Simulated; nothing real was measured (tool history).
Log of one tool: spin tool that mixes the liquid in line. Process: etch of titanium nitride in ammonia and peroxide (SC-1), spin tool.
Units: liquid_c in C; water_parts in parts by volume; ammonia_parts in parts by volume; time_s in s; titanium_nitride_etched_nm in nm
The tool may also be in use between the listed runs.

run    day  liquid_c  water_parts  ammonia_parts  time_s  titanium_nitride_etched_nm
  1      0        48          8.5            0.7      40                      2.2992
  2  0.117        44          8.5            0.7      40                      1.7351
  3  0.338        42          8.5            0.7      40                      1.5002
  4  0.479        42          8.5           0.55      40                      1.4273
  5  0.504        41          8.5           0.55      40                      1.3146
     0.538  -- new drum of ammonia solution connected
  6  0.538        41            7           0.55      40                      1.4635
  7  0.608        40          7.5           0.55      40                      1.3235

Run 8 comes next. What will it give?
  8  0.821      39.5          7.5           0.55      40                           ?

{"run 8": {"titanium_nitride_etched_nm": 1.2772}}
